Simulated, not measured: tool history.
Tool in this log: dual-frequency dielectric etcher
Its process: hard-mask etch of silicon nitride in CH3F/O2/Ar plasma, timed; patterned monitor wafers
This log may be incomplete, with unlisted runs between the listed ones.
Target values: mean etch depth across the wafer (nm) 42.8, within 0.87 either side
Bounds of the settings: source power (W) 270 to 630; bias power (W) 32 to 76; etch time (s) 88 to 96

run	day	source power (W)	bias power (W)	etch time (s)	mean etch depth across the wafer (nm)
1	0	450	54	96	69.802
2	0.146	420	51	94.5	64.804
3	0.392	390	51	94.5	62.198
4	0.479	370	48	93.5	57.635
5	0.512	370	51	93.5	59.95
6	0.542	370	58	93.5	64.096
7	0.679	350	54	92.5	58.398
8	0.871	340	51	92	56.201
9	0.979	330	48	91.5	52.683
10	1.088	320	46	91.5	49.847
11	1.271	310	45	91.5	49.053
12	1.338	300	44	91.5	47.25
13	1.696	300	43	91.5	46.746

Exactly one of the 4 candidate moves below puts every result within its allowed miss. Which one?
A	2.054	330	48	93	?
B	2.054	300	37	88	?
C	2.054	290	37	88	?
D	2.054	280	43	88.5	?

move	mean etch depth across the wafer (nm)
A	52.989
B	40.605
C	39.66
D	42.535
A: moves away from the targets compared with the last run
B: pushes the last run's worst result past its target
C: pushes the last run's worst result past its target
D: in spec on every target
So the answer is move D, the one that meets all the targets.
